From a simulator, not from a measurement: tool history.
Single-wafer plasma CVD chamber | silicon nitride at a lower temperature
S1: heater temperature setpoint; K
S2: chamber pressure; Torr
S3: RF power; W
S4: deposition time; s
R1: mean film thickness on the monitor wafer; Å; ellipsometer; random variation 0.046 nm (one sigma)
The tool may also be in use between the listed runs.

| run | hour | S1 | S2 | S3 | S4 | R1 |
|---|---|---|---|---|---|---|
| 1 | 0.0 | 613.15 | 1.08 | 245 | 12.6 | 111.54 |
| 2 | 1.5 | 613.15 | 1.00 | 245 | 12.6 | 109.90 |
| 3 | 4.0 | 613.15 | 0.93 | 245 | 12.6 | 108.00 |
| 4 | 10.9 | 613.15 | 0.88 | 240 | 12.6 | 105.59 |
| 5 | 12.1 | 613.15 | 0.84 | 240 | 12.6 | 104.83 |
| 6 | 17.0 | 613.15 | 0.81 | 240 | 12.6 | 104.00 |
| 7 | 25.3 | 613.15 | 0.78 | 240 | 12.6 | 102.97 |
| 8 | 27.8 | 613.15 | 0.75 | 240 | 12.6 | 102.07 |

The next listed run, before its measurement:
| 9 | 34.9 | 613.15 | 0.73 | 240 | 12.6 | ? |

Run 9 gave R1 102.43 Å.
